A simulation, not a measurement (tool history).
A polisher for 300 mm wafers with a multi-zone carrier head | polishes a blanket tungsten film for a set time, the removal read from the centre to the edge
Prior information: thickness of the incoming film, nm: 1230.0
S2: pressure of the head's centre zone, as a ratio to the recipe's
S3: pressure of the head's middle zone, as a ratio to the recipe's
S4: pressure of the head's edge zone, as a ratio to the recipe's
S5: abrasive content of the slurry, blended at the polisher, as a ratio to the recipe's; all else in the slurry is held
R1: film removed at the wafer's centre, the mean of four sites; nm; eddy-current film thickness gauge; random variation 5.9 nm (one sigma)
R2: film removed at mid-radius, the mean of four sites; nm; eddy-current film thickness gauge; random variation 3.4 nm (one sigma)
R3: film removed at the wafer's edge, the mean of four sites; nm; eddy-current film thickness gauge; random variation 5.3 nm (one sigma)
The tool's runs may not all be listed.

{"run": 1, "day": 0.0, "flow of slurry (ml/min)": 320, "S2": 1, "S3": 1, "S4": 1, "S5": 1, "polishing time (s)": 55, "R1": 476.38, "R2": 470.84, "R3": 465.22}
{"run": 2, "day": 0.371, "flow of slurry (ml/min)": 320, "S2": 1.02, "S3": 0.99, "S4": 1.05, "S5": 1.15, "polishing time (s)": 56, "R1": 504.93, "R2": 483.76, "R3": 491.39}
{"run": 3, "day": 0.417, "flow of slurry (ml/min)": 320, "S2": 1.02, "S3": 0.99, "S4": 1.05, "S5": 1.15, "polishing time (s)": 48, "R1": 433.61, "R2": 418.58, "R3": 425.01}
{"run": 4, "day": 0.792, "flow of slurry (ml/min)": 320, "S2": 1.02, "S3": 0.99, "S4": 1.05, "S5": 1, "polishing time (s)": 48, "R1": 426.24, "R2": 407.1, "R3": 413.54}
{"run": 5, "day": 0.942, "flow of slurry (ml/min)": 320, "S2": 1.02, "S3": 0.99, "S4": 1.1, "S5": 1, "polishing time (s)": 48, "R1": 426, "R2": 412.16, "R3": 426.33}
{"run": 6, "day": 1.208, "flow of slurry (ml/min)": 320, "S2": 1.03, "S3": 0.98, "S4": 1.12, "S5": 1.1, "polishing time (s)": 52, "R1": 471.42, "R2": 443.76, "R3": 462.9}

Estimate the outcome of run 7 from the log above:
{"day": 1.542, "done": "worn pad replaced by a new one"}
{"run": 7, "day": 1.542, "flow of slurry (ml/min)": 315, "S2": 1.03, "S3": 0.96, "S4": 1.14, "S5": 1.2, "polishing time (s)": 56, "R1": "?", "R2": "?", "R3": "?"}

{"run 7": {"R1": 572.91, "R2": 533.84, "R3": 583.65}}
